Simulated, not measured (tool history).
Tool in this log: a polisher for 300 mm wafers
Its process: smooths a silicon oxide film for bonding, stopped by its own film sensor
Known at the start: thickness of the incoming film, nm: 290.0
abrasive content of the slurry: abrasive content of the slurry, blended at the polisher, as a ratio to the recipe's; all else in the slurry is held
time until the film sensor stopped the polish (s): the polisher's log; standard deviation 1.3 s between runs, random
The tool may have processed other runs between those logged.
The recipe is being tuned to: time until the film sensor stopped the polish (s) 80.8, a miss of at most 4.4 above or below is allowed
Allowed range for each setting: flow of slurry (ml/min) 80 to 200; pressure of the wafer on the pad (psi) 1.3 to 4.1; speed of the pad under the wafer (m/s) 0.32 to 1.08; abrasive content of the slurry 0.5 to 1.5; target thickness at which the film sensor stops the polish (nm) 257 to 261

run  hour  flow of slurry (ml/min)  pressure of the wafer on the pad (psi)  speed of the pad under the wafer (m/s)  abrasive content of the slurry  target thickness at which the film sensor stops the polish (nm)  time until the film sensor stopped the polish (s)
  1     0                      130                                     2.7                                     0.7                               1                                                              257                                             51.526
  2   8.5                      130                                     2.4                                    0.68                               1                                                              257                                             58.624
  3  17.4                      130                                     2.2                                    0.68                               1                                                              257                                             61.002
  4  22.4                      130                                     2.2                                    0.68                             1.1                                                              257                                             58.764
  5  30.3                      130                                     2.2                                    0.58                             1.1                                                              257                                              67.38
  6    38                      130                                     2.1                                    0.58                             1.1                                                              257                                             68.022
  7    39                      125                                     1.6                                    0.56                             1.1                                                              257                                             88.331
  8  40.8                      130                                     1.6                                    0.56                             1.1                                                              257                                             88.958

Which single option among these 5 for the next run brings every result within its allowed miss of target? Just one does.
  A  42.6                       80                                     1.7                                    0.66                             1.1                                                              261                                                  ?
  B  42.6                      135                                     2.5                                     0.5                            0.85                                                              261                                                  ?
  C  42.6                      125                                     1.6                                    0.52                            0.95                                                              260                                                  ?
  D  42.6                      125                                     1.9                                    0.44                             1.2                                                              260                                                  ?
  E  42.6                      130                                       2                                    0.52                            1.15                                                              259                                                  ?

move  time until the film sensor stopped the polish (s)
   A                                             71.764
   B                                             69.568
   C                                             94.604
   D                                             82.745
   E                                             72.829
A: takes the result that was furthest off past its target
B: takes the result that was furthest off past its target
C: further off than the last run
D: all results land within tolerance of their targets
E: takes the result that was furthest off past its target
So the answer is move D, the one that meets all the targets.

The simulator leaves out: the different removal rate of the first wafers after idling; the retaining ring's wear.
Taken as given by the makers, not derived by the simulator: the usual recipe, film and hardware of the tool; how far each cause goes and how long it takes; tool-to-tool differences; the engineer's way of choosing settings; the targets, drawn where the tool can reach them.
